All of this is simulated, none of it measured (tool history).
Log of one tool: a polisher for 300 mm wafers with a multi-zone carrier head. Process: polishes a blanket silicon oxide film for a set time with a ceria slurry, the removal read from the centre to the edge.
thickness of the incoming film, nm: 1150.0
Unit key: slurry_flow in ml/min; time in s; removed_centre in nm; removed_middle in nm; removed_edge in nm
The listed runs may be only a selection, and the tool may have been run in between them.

run	day	slurry_flow	centre_zone	middle_zone	edge_zone	time	removed_centre	removed_middle	removed_edge
1	0.000	130	1.00	1.00	1.00	84	431.58	438.30	428.25
2	0.050	130	0.97	1.00	1.00	84	416.87	442.78	439.88
3	0.288	130	0.97	1.00	1.04	84	414.87	436.87	437.52
4	0.654	130	0.97	1.00	1.11	84	409.29	433.95	450.80
5	0.971	130	0.97	1.00	1.16	84	427.89	437.05	465.48
6	1.162	155	0.97	1.00	1.16	84	438.71	450.63	479.53
7	1.242	160	0.98	1.01	1.16	85	449.61	475.41	479.27
8	1.604	160	0.99	1.01	1.16	86	461.70	471.70	495.89
9	1.825	165	1.00	1.02	1.16	86	458.53	469.16	497.71

For run 10, what comes out?
10	2.196	180	1.10	1.12	1.11	96	?	?	?

removed_centre: 577.12 nm
removed_middle: 594.31 nm
removed_edge: 528.09 nm
